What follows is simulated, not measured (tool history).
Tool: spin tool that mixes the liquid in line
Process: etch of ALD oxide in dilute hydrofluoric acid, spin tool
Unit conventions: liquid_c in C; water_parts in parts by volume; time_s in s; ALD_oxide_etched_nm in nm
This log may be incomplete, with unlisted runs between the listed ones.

run  hour  liquid_c  water_parts  time_s  ALD_oxide_etched_nm
  1   0.0      20.0           90      25               5.6375
  2   3.1      21.5           85      25               6.4223
  3   6.6      22.5           80      25               7.0744
  4  15.5      22.5           80      25               7.0644
  5  18.8      23.5           75      25               7.8458
  6  25.5      21.5           75      25               7.3229
  7  34.4      25.5           55      25              11.7920
  8  43.2      25.0           55      25              11.5530

Run 9, settings as shown, results not yet in. Your forecast:
  9  46.9      24.5           55      25                    ?

ALD_oxide_etched_nm: 11.5630 nm

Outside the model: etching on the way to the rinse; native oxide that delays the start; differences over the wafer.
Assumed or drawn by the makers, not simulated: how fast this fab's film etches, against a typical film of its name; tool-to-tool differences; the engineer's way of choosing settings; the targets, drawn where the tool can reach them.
